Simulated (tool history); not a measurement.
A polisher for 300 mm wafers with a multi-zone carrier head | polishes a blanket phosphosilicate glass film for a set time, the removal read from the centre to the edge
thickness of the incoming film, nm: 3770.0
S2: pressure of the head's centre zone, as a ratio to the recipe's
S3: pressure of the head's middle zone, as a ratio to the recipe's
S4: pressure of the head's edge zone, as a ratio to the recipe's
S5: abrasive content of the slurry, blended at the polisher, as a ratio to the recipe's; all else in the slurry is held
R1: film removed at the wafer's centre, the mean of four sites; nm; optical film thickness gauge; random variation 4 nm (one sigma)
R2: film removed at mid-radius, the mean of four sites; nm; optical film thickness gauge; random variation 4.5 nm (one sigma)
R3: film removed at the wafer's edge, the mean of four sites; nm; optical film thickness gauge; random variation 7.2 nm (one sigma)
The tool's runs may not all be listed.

{"run": 1, "hour": 0.0, "flow of slurry (ml/min)": 235, "S2": 1, "S3": 1, "S4": 1, "S5": 1, "polishing time (s)": 34, "R1": 403.85, "R2": 409.6, "R3": 407.66}
{"run": 2, "hour": 8.1, "flow of slurry (ml/min)": 235, "S2": 1, "S3": 0.94, "S4": 1, "S5": 1, "polishing time (s)": 34, "R1": 396.97, "R2": 388.3, "R3": 409.44}
{"run": 3, "hour": 11.5, "flow of slurry (ml/min)": 235, "S2": 1, "S3": 0.94, "S4": 1, "S5": 1, "polishing time (s)": 39, "R1": 458.3, "R2": 448.85, "R3": 463.33}
{"run": 4, "hour": 15.2, "flow of slurry (ml/min)": 235, "S2": 1, "S3": 0.94, "S4": 1, "S5": 1.15, "polishing time (s)": 39, "R1": 484.4, "R2": 471.5, "R3": 508.49}
{"run": 5, "hour": 18.1, "flow of slurry (ml/min)": 245, "S2": 1.01, "S3": 0.99, "S4": 1.01, "S5": 1.15, "polishing time (s)": 39, "R1": 494.36, "R2": 498.58, "R3": 496.58}
{"run": 6, "hour": 25.1, "flow of slurry (ml/min)": 245, "S2": 1.01, "S3": 0.99, "S4": 1.05, "S5": 1.15, "polishing time (s)": 39, "R1": 488.69, "R2": 488.02, "R3": 499.4}
{"run": 7, "hour": 26.9, "flow of slurry (ml/min)": 245, "S2": 1.01, "S3": 1.01, "S4": 1.04, "S5": 1.2, "polishing time (s)": 39, "R1": 503.73, "R2": 513.91, "R3": 513.45}
{"run": 8, "hour": 35.3, "flow of slurry (ml/min)": 245, "S2": 1.01, "S3": 1.03, "S4": 1.04, "S5": 1.25, "polishing time (s)": 39, "R1": 510.91, "R2": 528.27, "R3": 512.55}

Run 9 comes next. What will it give?
{"run": 9, "hour": 43.1, "flow of slurry (ml/min)": 250, "S2": 1.01, "S3": 1.04, "S4": 1.05, "S5": 1.3, "polishing time (s)": 39, "R1": "?", "R2": "?", "R3": "?"}

{"run 9": {"R1": 508.64, "R2": 541.97, "R3": 540.51}}
